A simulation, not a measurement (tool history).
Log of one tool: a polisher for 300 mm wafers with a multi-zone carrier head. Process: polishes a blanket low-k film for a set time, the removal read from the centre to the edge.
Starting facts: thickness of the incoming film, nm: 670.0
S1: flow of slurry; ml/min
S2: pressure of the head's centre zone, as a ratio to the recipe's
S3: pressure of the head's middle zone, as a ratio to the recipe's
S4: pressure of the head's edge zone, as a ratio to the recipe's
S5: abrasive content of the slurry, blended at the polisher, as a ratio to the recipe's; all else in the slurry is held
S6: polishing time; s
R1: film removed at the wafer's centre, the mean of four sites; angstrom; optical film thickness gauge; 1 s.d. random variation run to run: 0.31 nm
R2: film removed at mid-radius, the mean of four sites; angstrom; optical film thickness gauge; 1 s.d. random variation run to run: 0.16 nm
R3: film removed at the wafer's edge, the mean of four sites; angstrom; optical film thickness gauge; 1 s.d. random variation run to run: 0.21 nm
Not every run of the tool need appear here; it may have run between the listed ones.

| run | hour | S1 | S2 | S3 | S4 | S5 | S6 | R1 | R2 | R3 |
|---|---|---|---|---|---|---|---|---|---|---|
| 1 | 0 | 235 | 1 | 1 | 1 | 1 | 50 | 250.75 | 257.49 | 246.15 |
| 2 | 2.8 | 235 | 1 | 1 | 1.05 | 1 | 50 | 241.9 | 261.25 | 255.93 |
| 3 | 7.3 | 235 | 1 | 1 | 1.05 | 1 | 43 | 212.45 | 225.82 | 221.01 |
| 4 | 12.9 | 235 | 1 | 1.01 | 1.02 | 1 | 43 | 214.01 | 226.41 | 212.61 |
| 5 | 19.6 | 235 | 1 | 1.02 | 1 | 1 | 43 | 213.56 | 228.2 | 212.19 |
| 6 | 24.4 | 235 | 0.93 | 1.02 | 1 | 1 | 43 | 201.69 | 223.94 | 216.54 |
| 7 | 27.9 | 235 | 0.95 | 1.02 | 0.98 | 1 | 43 | 208.77 | 230.57 | 212.26 |
| 8 | 31.4 | 230 | 0.96 | 1.02 | 0.97 | 1 | 43 | 205.66 | 226.37 | 215.24 |
| 9 | 40.5 | 245 | 0.97 | 1.02 | 0.96 | 1 | 43 | 203.16 | 229.33 | 212.68 |
| 10 | 48.8 | 235 | 0.99 | 1.02 | 0.95 | 1 | 43 | 210.62 | 227.65 | 210.66 |

Estimate the outcome of run 11 from the log above:
| 11 | 54.5 | 235 | 1.01 | 1.02 | 0.94 | 1 | 43 | ? | ? | ? |

R1: 216.5 angstrom
R2: 224.54 angstrom
R3: 214.19 angstrom

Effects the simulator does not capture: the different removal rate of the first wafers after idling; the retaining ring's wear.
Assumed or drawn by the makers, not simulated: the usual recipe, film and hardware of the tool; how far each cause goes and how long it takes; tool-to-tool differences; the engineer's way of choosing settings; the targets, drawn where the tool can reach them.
